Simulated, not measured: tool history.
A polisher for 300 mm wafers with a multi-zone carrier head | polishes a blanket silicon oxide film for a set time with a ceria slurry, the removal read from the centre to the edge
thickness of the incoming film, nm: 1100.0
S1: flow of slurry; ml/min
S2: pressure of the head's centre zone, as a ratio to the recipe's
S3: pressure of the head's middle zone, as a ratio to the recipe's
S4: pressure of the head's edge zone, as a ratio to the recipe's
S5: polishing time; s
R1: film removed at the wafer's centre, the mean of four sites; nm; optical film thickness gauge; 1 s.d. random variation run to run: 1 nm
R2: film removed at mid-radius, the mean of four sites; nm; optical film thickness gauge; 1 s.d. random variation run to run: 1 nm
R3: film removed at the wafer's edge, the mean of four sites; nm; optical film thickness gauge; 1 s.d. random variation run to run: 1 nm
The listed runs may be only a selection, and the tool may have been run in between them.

Run 1, hour 0: S1 165 ml/min, S2 1, S3 1, S4 1, S5 57 s. Result: R1 237.23 nm, R2 232.59 nm, R3 243.34 nm.
Run 2, hour 1.3: S1 150 ml/min, S2 0.96, S3 1, S4 0.99, S5 53 s. Result: R1 207.51 nm, R2 214.94 nm, R3 220.83 nm.
Run 3, hour 5: S1 140 ml/min, S2 0.93, S3 0.99, S4 0.99, S5 50 s. Result: R1 188.12 nm, R2 202.22 nm, R3 206.42 nm.
Run 4, hour 11.1: S1 130 ml/min, S2 0.9, S3 0.98, S4 0.99, S5 48 s. Result: R1 171.27 nm, R2 189.24 nm, R3 196.72 nm.
Run 5, hour 13.1: S1 125 ml/min, S2 0.88, S3 0.97, S4 0.98, S5 47 s. Result: R1 161.56 nm, R2 182.13 nm, R3 191.28 nm.
Run 6, hour 13.9: S1 100 ml/min, S2 0.88, S3 0.97, S4 0.98, S5 47 s. Result: R1 156.41 nm, R2 176.51 nm, R3 185.85 nm.
Run 7, hour 18.2: S1 100 ml/min, S2 0.86, S3 0.97, S4 0.97, S5 46 s. Result: R1 148.74 nm, R2 172.61 nm, R3 182.6 nm.

The next listed run, before its measurement:
Run 8, hour 26: S1 100 ml/min, S2 0.81, S3 0.96, S4 0.87, S5 44 s. Result: R1 ?, R2 ?, R3 ?.

Run 8 yielded R1 135.8 nm, R2 163.47 nm, R3 164.88 nm.

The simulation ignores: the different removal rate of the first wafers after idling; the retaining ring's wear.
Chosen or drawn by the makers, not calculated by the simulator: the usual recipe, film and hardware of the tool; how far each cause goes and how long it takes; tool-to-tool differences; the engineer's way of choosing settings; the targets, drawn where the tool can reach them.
